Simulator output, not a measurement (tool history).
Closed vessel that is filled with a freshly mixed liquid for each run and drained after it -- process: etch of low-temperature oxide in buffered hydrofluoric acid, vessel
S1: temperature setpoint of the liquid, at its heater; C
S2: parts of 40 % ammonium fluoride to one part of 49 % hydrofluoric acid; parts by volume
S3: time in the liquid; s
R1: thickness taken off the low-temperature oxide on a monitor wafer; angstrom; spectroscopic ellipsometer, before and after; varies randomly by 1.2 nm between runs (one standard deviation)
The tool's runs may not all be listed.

Run 1, day 0.000: S1 22.0 C, S2 16.0 parts by volume, S3 90 s. Result: R1 1594.9 angstrom.
Run 2, day 0.129: S1 24.5 C, S2 15.5 parts by volume, S3 90 s. Result: R1 1895.2 angstrom.
Run 3, day 0.458: S1 26.5 C, S2 15.5 parts by volume, S3 90 s. Result: R1 2105.4 angstrom.
Run 4, day 0.712: S1 29.0 C, S2 15.5 parts by volume, S3 90 s. Result: R1 2435.9 angstrom.
Run 5, day 0.988: S1 29.5 C, S2 15.5 parts by volume, S3 90 s. Result: R1 2488.4 angstrom.
Run 6, day 1.167: S1 29.5 C, S2 11.5 parts by volume, S3 90 s. Result: R1 3343.9 angstrom.
Run 7, day 1.529: S1 28.0 C, S2 11.5 parts by volume, S3 90 s. Result: R1 3063.8 angstrom.
Run 8, day 1.867: S1 27.0 C, S2 11.5 parts by volume, S3 90 s. Result: R1 2911.3 angstrom.
Run 9, day 2.062: S1 26.5 C, S2 11.5 parts by volume, S3 90 s. Result: R1 2863.2 angstrom.

For run 10, what comes out?
Run 10, day 2.358: S1 26.0 C, S2 11.5 parts by volume, S3 90 s. Result: R1 ?.

R1: 2764.1 angstrom
